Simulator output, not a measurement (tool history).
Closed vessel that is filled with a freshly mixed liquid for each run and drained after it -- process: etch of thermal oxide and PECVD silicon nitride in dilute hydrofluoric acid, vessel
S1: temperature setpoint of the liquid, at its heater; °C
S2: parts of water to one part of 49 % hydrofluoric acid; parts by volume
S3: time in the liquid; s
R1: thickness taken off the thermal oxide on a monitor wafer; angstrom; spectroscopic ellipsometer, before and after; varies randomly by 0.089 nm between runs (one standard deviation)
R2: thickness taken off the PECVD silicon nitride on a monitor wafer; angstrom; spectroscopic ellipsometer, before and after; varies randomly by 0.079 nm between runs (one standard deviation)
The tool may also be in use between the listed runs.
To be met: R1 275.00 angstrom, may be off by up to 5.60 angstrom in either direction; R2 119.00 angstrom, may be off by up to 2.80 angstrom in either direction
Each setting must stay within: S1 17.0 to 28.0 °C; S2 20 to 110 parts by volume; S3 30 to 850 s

run	hour	S1	S2	S3	R1	R2
1	0.0	20.0	60	435	307.20	136.44
2	3.6	19.5	60	435	300.37	130.71
3	8.7	23.0	60	435	348.38	167.04
4	10.5	22.0	60	435	334.47	155.72
5	13.9	21.0	60	435	321.30	147.43
6	21.7	17.5	60	435	275.53	115.50
7	22.8	18.0	60	435	282.99	119.14
8	29.9	18.5	60	440	292.64	125.22

4 next moves are on the table. One of them brings every result within its allowed miss. Which?
A	37.0	18.0	60	410	?	?
B	37.0	20.0	75	500	?	?
C	37.0	21.5	70	420	?	?
D	37.0	20.0	40	255	?	?

move	R1	R2
A	265.09	113.52
B	276.67	128.03
C	266.60	127.48
D	275.80	120.38
A: the result that was furthest off in the last run now lies on the other side of its target
B: corrects the largest miss of the last run, while another result sits out of spec
C: the result that was furthest off in the last run now lies on the other side of its target
D: all results land within tolerance of their targets
The right move is D.

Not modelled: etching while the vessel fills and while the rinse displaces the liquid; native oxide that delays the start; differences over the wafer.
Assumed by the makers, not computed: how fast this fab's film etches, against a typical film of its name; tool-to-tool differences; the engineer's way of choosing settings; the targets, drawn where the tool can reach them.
